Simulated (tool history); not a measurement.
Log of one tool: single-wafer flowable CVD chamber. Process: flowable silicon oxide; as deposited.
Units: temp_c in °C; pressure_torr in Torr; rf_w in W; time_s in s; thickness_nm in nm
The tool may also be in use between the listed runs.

Run 1, day 0: temp_c 105 °C, pressure_torr 0.951 Torr, rf_w 1640 W, time_s 511 s. Result: thickness_nm 336.71 nm.
Run 2, day 0.142: temp_c 104 °C, pressure_torr 0.951 Torr, rf_w 1640 W, time_s 511 s. Result: thickness_nm 346.67 nm.
Run 3, day 0.275: temp_c 104 °C, pressure_torr 0.951 Torr, rf_w 1455 W, time_s 511 s. Result: thickness_nm 330.4 nm.
Run 4, day 0.621: temp_c 114 °C, pressure_torr 0.951 Torr, rf_w 1455 W, time_s 511 s. Result: thickness_nm 244.15 nm.
Run 5, day 0.712: temp_c 114 °C, pressure_torr 1.117 Torr, rf_w 1455 W, time_s 511 s. Result: thickness_nm 283.06 nm.
Run 6, day 1.025: temp_c 111 °C, pressure_torr 1.118 Torr, rf_w 1455 W, time_s 511 s. Result: thickness_nm 312.84 nm.
Run 7, day 1.258: temp_c 109 °C, pressure_torr 1.119 Torr, rf_w 1455 W, time_s 511 s. Result: thickness_nm 330.17 nm.

Run 8 comes next. What will it give?
Run 8, day 1.45: temp_c 109 °C, pressure_torr 1.119 Torr, rf_w 1455 W, time_s 511 s. Result: thickness_nm ?.

{"run 8": {"thickness_nm": 334.53}}
